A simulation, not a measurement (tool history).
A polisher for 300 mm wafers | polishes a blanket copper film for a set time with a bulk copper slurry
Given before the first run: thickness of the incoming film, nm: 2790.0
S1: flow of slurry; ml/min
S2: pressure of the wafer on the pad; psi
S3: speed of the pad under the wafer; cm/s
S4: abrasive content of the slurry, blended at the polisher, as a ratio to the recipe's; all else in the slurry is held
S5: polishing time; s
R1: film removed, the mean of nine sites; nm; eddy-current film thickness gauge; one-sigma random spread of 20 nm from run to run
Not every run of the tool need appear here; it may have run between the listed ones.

run	hour	S1	S2	S3	S4	S5	R1
1	0	180	3.5	142	1	52	986.1
2	8.2	180	3.7	142	1	52	1075.5
3	10.4	180	3.7	142	1	52	1094.6
4	12.7	135	3.7	142	1	52	1007.5
5	16.8	140	3.8	142	1	52	1036.3
6	24.3	140	3.8	118	1	52	870.58
7	30.5	145	4	118	1	52	923.44

Estimate the outcome of run 8 from the log above:
8	36.6	150	4.2	118	1	52	?

Run 8 measured R1 949.71 nm.
